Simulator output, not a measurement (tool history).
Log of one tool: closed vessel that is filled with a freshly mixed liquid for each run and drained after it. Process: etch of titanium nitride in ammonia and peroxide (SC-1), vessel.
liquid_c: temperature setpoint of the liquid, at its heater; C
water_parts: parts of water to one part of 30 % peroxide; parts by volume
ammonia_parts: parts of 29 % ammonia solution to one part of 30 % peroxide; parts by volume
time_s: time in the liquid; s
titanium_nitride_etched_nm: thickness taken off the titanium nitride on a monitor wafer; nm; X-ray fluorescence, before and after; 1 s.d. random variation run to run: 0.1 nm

run  hour  liquid_c  water_parts  ammonia_parts  time_s  titanium_nitride_etched_nm
  1   0.0      53.0           16            0.6     765                      56.360
  2   6.2      53.0           16            0.6     820                      60.066
  3   9.2      58.0           16            0.6     820                      84.416
  4  10.8      53.0           16            0.6     820                      59.813
     18.4  -- thermometer replaced
  5  18.4      51.5           17            0.6     820                      44.827
  6  23.4      48.0           17            0.6     820                      35.364

What will run 7 give?
  7  24.5      40.0           23            0.6     820                           ?

{"run 7": {"titanium_nitride_etched_nm": 16.853}}
